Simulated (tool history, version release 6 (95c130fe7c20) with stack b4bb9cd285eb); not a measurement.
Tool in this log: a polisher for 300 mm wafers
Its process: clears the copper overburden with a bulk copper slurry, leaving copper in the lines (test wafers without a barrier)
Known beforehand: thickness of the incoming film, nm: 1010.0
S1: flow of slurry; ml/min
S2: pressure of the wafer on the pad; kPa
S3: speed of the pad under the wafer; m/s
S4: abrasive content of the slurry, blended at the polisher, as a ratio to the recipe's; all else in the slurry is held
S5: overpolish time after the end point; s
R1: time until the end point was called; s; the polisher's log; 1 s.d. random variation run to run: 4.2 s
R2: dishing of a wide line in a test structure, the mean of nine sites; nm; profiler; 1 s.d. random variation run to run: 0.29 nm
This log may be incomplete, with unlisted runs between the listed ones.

run	hour	S1	S2	S3	S4	S5	R1	R2
1	0.0	225	15.2	0.88	1.0	9	153.40	37.542
2	8.9	225	15.2	0.96	1.0	9	143.34	41.279
3	17.3	190	15.2	0.96	1.0	9	140.83	39.932
4	22.4	190	13.1	0.94	1.0	9	166.94	35.517
5	24.7	190	13.1	0.74	1.0	9	206.54	29.257
6	29.6	190	12.4	0.74	1.0	9	215.75	28.048
# hour 31.8: head pressure recalibrated
7	31.8	190	11.7	0.74	1.0	9	210.42	28.381

For run 8, what comes out?
8	35.1	185	7.6	0.70	1.0	9	?	?

{"run 8": {"R1": 289.79, "R2": 20.694}}

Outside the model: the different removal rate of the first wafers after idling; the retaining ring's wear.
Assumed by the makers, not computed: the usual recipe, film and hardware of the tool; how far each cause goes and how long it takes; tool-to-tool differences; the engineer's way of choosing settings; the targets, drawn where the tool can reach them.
